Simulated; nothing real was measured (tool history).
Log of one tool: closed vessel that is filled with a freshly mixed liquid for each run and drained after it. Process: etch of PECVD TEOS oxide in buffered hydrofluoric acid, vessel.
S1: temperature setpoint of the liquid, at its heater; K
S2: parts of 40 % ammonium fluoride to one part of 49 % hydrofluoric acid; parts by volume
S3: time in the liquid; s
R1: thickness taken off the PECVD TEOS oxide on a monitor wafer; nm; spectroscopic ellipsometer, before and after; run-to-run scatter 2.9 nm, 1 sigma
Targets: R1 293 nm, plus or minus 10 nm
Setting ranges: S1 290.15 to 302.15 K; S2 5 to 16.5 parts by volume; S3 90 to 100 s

run  hour      S1   S2  S3      R1
  1     0  294.15   10  90  126.41
  2   5.1  294.15  7.5  90  161.41
  3  10.7  295.65    7  90  190.37
  4  12.9  297.15    7  90  208.49
  5    15  299.15    7  90  230.75
  6  16.4  299.15    7  90  227.78
  7  19.8  299.65    7  90  233.58
  8  26.9  300.15    7  90  246.38
  9  32.4  300.65    7  90   250.5
 10  33.3  301.15    7  90  251.92

Exercise: of the 5 proposed moves below, exactly one satisfies all targets within the stated allowed misses. Which move is it?
  A  34.2  302.15    6   90   ?
  B  34.2  300.65    9   95   ?
  C  34.2  302.15  7.5   95   ?
  D  34.2  297.65  5.5   90   ?
  E  34.2  300.15  6.5  100   ?

move      R1
   A  311.62
   B  207.63
   C  260.98
   D  264.14
   E  288.38
A: the result that was furthest off in the last run now lies on the other side of its target
B: moves away from the targets compared with the last run
C: moves toward the targets from the last run without getting all of them in spec
D: moves toward the targets from the last run without getting all of them in spec
E: all results land within tolerance of their targets
The move that meets every target is E.

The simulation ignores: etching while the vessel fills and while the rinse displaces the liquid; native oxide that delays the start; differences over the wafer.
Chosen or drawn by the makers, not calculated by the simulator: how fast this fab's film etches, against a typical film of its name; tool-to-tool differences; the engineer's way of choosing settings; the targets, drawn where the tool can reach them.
